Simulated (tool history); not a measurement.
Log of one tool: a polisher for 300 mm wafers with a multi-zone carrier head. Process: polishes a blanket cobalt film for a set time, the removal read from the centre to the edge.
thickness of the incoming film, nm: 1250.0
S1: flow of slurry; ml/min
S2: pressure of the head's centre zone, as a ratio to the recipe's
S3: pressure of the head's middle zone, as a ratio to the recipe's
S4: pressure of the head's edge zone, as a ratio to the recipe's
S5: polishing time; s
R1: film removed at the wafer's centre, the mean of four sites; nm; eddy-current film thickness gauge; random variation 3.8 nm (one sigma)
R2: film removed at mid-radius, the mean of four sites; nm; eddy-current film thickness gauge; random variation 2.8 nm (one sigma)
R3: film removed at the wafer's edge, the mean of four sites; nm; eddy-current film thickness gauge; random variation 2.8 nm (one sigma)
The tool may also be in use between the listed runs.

run	hour	S1	S2	S3	S4	S5	R1	R2	R3
1	0	305	1	1	1	90	332.76	302.35	321.68
2	8.4	300	0.96	0.97	1.02	90	324.85	297.64	321.82
3	14.3	300	0.96	0.97	1.02	110	388.34	363.07	399.18
4	15.6	285	0.92	0.94	1.05	105	358.77	331.14	382.42
5	19.2	285	0.92	0.94	0.97	105	359.97	341.34	364.05
6	20.9	285	0.92	0.94	0.97	84	279.39	266.38	301.69
7	23.8	280	0.91	0.93	0.99	85	290.63	271.35	300.65

Run 8 comes next. What will it give?
8	31.5	290	0.89	0.92	1.04	85	?	?	?

Run 8 gave R1 278.32 nm, R2 259.08 nm, R3 309.89 nm.
